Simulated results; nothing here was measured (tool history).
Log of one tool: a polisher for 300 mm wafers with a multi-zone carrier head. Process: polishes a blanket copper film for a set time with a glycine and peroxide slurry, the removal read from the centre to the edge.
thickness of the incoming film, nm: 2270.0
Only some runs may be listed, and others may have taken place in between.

run    day  flow of slurry (ml/min)  pressure of the head's centre zone  pressure of the head's middle zone  pressure of the head's edge zone  polishing time (s)  film removed at the wafer's centre (angstrom)  film removed at mid-radius (angstrom)  film removed at the wafer's edge (angstrom)
  1      0                      125                                   1                                   1                                 1                  73                                         3689.1                                 3895.5                                       3702.7
  2  0.088                      120                                0.99                                1.01                              0.98                  72                                         3605.2                                 3858.5                                       3693.9
  3  0.267                      120                                0.99                                1.01                              0.98                  53                                           2615                                 2822.2                                       2677.3
  4  0.408                      125                                0.98                                1.02                              0.98                  53                                         2699.8                                 2852.7                                       2670.2
  5  0.746                      125                                0.97                                1.04                              0.98                  54                                         2667.6                                 2929.8                                       2755.6
  6  1.033                      130                                0.96                                1.06                              0.97                  54                                         2688.6                                 3015.9                                       2746.3
  7  1.138                      135                                0.95                                1.07                              0.97                  54                                         2669.8                                 3118.2                                       2724.9

For run 8, what comes out?
  8  1.304                      140                                0.95                                1.08                              0.98                  54                                              ?                                      ?                                            ?

Run 8 came out at film removed at the wafer's centre (angstrom) 2682.9, film removed at mid-radius (angstrom) 3172.5, film removed at the wafer's edge (angstrom) 2779.9.

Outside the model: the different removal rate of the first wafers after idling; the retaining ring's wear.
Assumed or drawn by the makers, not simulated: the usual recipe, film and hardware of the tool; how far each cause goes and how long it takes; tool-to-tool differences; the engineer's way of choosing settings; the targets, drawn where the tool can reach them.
